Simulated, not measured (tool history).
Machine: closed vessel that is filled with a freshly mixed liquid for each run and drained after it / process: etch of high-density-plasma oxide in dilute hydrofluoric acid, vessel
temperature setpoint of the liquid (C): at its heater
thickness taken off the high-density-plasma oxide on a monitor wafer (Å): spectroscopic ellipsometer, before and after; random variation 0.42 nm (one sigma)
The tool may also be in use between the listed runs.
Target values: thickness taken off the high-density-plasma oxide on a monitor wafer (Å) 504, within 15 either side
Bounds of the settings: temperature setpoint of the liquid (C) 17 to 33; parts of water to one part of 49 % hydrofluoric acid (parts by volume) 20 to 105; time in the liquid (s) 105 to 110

| run | day | temperature setpoint of the liquid (C) | parts of water to one part of 49 % hydrofluoric acid (parts by volume) | time in the liquid (s) | thickness taken off the high-density-plasma oxide on a monitor wafer (Å) |
|---|---|---|---|---|---|
| 1 | 0 | 25 | 55 | 105 | 160.39 |
| 2 | 0.288 | 27 | 55 | 105 | 174.85 |
| 3 | 0.442 | 27 | 40 | 105 | 240.93 |
| 4 | 0.625 | 25.5 | 40 | 105 | 230.3 |
| 5 | 0.712 | 22.5 | 40 | 105 | 200.67 |
| 6 | 0.742 | 23.5 | 40 | 105 | 212.91 |
| 7 | 0.962 | 24.5 | 40 | 105 | 219.16 |
| 8 | 1.192 | 25.5 | 40 | 105 | 228.74 |
| 9 | 1.442 | 26.5 | 40 | 105 | 240.96 |
| 10 | 1.738 | 27 | 40 | 105 | 248.3 |
| 11 | 1.904 | 27.5 | 40 | 105 | 252.65 |
| 12 | 2.212 | 28 | 40 | 105 | 250.34 |
| 13 | 2.346 | 28.5 | 40 | 105 | 259.51 |
| 14 | 2.388 | 29 | 40 | 105 | 264.75 |
| 15 | 2.433 | 29.5 | 40 | 105 | 270.86 |
| 16 | 2.704 | 30 | 40 | 105 | 278.65 |

Exercise: of the 5 proposed moves below, exactly one satisfies all targets within the stated allowed misses. Which move is it?
| A | 2.975 | 31.5 | 25 | 110 | ? |
| B | 2.975 | 29 | 45 | 105 | ? |
| C | 2.975 | 33 | 20 | 110 | ? |
| D | 2.975 | 29.5 | 25 | 110 | ? |
| E | 2.975 | 31 | 20 | 110 | ? |

| move | thickness taken off the high-density-plasma oxide on a monitor wafer (Å) |
|---|---|
| A | 503.93 |
| B | 234.41 |
| C | 674.36 |
| D | 465.09 |
| E | 622.64 |
A: hits every target within its allowed miss
B: misses by more than the last run did
C: pushes the last run's worst result past its target
D: closer than the last run, but not yet in spec
E: pushes the last run's worst result past its target
Go with A: it meets all targets.
